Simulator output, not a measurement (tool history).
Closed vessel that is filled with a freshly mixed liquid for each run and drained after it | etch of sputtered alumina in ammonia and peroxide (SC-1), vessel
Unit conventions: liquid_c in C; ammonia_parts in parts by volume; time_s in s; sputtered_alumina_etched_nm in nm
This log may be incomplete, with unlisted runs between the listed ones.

run  hour  liquid_c  ammonia_parts  time_s  sputtered_alumina_etched_nm
  1   0.0      60.0           0.75     100                      10.9120
  2   3.5      60.0           0.50     100                      10.5280
  3   6.5      57.0           0.50     100                       8.9621
  4  14.6      57.0           0.35     100                       8.7374
  5  23.4      57.0           0.35     100                       8.7502
  6  30.1      58.5           0.35     100                       9.4753
  7  36.4      60.0           0.35     100                      10.2890
  8  39.7      61.0           0.35     100                      10.8230
  9  42.8      62.0           0.35     100                      11.3370
 10  43.6      63.0           0.35     100                      12.0310
 11  47.5      63.5           0.35     100                      12.1230
 12  48.8      64.0           0.35     100                      12.4020
 13  56.9      64.5           0.35     100                      12.8860
 14  63.7      65.0           0.35     100                      13.1560
 15  70.8      65.5           0.35     100                      13.4430

Run 16 comes next. What will it give?
 16  72.5      66.0           0.35     100                            ?

sputtered_alumina_etched_nm: 13.9160 nm

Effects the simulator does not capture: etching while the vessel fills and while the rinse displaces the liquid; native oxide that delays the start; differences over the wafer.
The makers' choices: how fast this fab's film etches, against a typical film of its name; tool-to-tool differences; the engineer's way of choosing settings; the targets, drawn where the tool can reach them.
